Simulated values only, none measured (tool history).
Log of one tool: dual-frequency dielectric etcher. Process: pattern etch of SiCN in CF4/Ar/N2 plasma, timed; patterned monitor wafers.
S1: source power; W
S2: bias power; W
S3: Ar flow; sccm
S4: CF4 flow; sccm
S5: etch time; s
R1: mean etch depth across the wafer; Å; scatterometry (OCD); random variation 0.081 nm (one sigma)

run 1 day=0 | S1=360 S2=58 S3=90 S4=64 S5=36.5 | R1=235.46
run 2 day=0.088 | S1=360 S2=58 S3=90 S4=72 S5=36.5 | R1=239.32
run 3 day=0.404 | S1=360 S2=58 S3=75 S4=72 S5=36.5 | R1=244.71
run 4 day=0.733 | S1=350 S2=58 S3=75 S4=72 S5=36.5 | R1=240.21
run 5 day=0.858 | S1=380 S2=58 S3=75 S4=72 S5=36.5 | R1=253.17
run 6 day=0.992 | S1=360 S2=57 S3=75 S4=72 S5=36.5 | R1=241.63
run 7 day=1.329 | S1=360 S2=57 S3=75 S4=72 S5=36.5 | R1=243.07
run 8 day=1.604 | S1=350 S2=57 S3=75 S4=72 S5=36.5 | R1=237.58
run 9 day=1.738 | S1=340 S2=57 S3=75 S4=72 S5=36.5 | R1=233.07

Run 10 comes next. What will it give?
run 10 day=1.771 | S1=330 S2=57 S3=75 S4=72 S5=36.5 | R1=?

Run 10 gave R1 227.29 Å.
